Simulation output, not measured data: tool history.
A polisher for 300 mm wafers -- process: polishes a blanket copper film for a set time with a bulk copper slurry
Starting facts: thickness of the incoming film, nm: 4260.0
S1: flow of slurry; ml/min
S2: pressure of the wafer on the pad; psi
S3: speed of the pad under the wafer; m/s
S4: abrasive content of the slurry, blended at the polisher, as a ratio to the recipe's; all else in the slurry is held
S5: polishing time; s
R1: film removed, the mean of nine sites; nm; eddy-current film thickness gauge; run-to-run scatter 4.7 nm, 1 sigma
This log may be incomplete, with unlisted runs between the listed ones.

run 1 hour=0.0 | S1=135 S2=2.4 S3=1.34 S4=1.0 S5=64 | R1=756.42
run 2 hour=5.9 | S1=135 S2=2.2 S3=1.32 S4=1.0 S5=64 | R1=703.76
run 3 hour=8.2 | S1=135 S2=2.1 S3=1.28 S4=1.0 S5=64 | R1=654.79
run 4 hour=14.5 | S1=135 S2=2.0 S3=1.24 S4=1.0 S5=64 | R1=597.34
run 5 hour=15.1 | S1=135 S2=1.7 S3=1.24 S4=1.0 S5=64 | R1=521.46
run 6 hour=23.4 | S1=135 S2=1.6 S3=1.22 S4=1.0 S5=64 | R1=474.23

Forecast run 7:
run 7 hour=25.9 | S1=135 S2=1.5 S3=1.22 S4=1.0 S5=64 | R1=?

R1: 448.74 nm

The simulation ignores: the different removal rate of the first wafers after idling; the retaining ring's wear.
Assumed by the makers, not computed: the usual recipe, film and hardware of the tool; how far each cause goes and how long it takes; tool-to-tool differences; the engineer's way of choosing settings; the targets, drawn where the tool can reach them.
